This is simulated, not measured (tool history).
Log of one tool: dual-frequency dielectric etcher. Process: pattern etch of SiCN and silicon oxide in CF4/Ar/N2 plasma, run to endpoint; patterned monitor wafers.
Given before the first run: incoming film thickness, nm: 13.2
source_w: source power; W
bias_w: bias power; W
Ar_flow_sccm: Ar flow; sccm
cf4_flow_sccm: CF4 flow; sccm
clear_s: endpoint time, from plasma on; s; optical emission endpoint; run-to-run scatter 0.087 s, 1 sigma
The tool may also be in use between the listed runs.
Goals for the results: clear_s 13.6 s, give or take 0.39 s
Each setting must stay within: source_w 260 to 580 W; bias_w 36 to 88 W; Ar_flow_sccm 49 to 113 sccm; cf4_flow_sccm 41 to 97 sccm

| run | day | source_w | bias_w | Ar_flow_sccm | cf4_flow_sccm | clear_s |
|---|---|---|---|---|---|---|
| 1 | 0 | 420 | 62 | 81 | 69 | 16.556 |
| 2 | 0.229 | 420 | 62 | 71 | 69 | 16.167 |
| 3 | 0.383 | 430 | 62 | 71 | 69 | 15.949 |
| 4 | 0.688 | 430 | 56 | 71 | 69 | 16.502 |
| 5 | 0.738 | 390 | 56 | 71 | 69 | 17.817 |
| 6 | 0.862 | 420 | 56 | 71 | 69 | 16.947 |
| 7 | 1.229 | 440 | 56 | 71 | 69 | 16.283 |
| 8 | 1.458 | 450 | 56 | 71 | 69 | 15.895 |
| 9 | 1.683 | 460 | 56 | 71 | 69 | 15.538 |
| 10 | 1.95 | 470 | 56 | 71 | 69 | 15.362 |
| 11 | 2.271 | 480 | 56 | 71 | 69 | 15.275 |

Consider the 5 candidate settings below. Which is the only one whose results all fall within their allowed miss of target?
| A | 2.592 | 550 | 65 | 64 | 70 | ? |
| B | 2.592 | 470 | 50 | 80 | 62 | ? |
| C | 2.592 | 440 | 54 | 74 | 67 | ? |
| D | 2.592 | 520 | 62 | 74 | 69 | ? |
| E | 2.592 | 500 | 54 | 54 | 72 | ? |

| move | clear_s |
|---|---|
| A | 12.868 |
| B | 16.407 |
| C | 16.611 |
| D | 13.841 |
| E | 14.526 |
A: takes the result that was furthest off past its target
B: the biggest miss grows against the last run
C: the biggest miss grows against the last run
D: each result inside its tolerance
E: moves toward the targets from the last run without getting all of them in spec
Correct choice: D, which meets every target
